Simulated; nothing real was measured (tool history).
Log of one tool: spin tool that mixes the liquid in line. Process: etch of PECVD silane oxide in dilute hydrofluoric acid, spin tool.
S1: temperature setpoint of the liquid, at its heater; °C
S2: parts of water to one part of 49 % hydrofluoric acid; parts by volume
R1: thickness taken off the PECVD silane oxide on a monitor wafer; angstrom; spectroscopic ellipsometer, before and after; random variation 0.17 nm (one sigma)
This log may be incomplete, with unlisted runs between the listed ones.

{"run": 1, "hour": 0.0, "S1": 23, "S2": 175, "time under the liquid (s)": 305, "R1": 358.62}
{"run": 2, "hour": 1.3, "S1": 23, "S2": 130, "time under the liquid (s)": 305, "R1": 504.78}
{"run": 3, "hour": 8.8, "S1": 22, "S2": 145, "time under the liquid (s)": 305, "R1": 426.83}
{"run": 4, "hour": 10.7, "S1": 22, "S2": 100, "time under the liquid (s)": 305, "R1": 651.05}
{"run": 5, "hour": 18.9, "S1": 21, "S2": 120, "time under the liquid (s)": 305, "R1": 512.27}
{"run": 6, "hour": 22.8, "S1": 20.5, "S2": 135, "time under the liquid (s)": 305, "R1": 437.44}

Run 7, settings as shown, results not yet in. Your forecast:
{"run": 7, "hour": 27.0, "S1": 17, "S2": 205, "time under the liquid (s)": 305, "R1": "?"}

For run 7 the tool returned R1 236.71 angstrom.
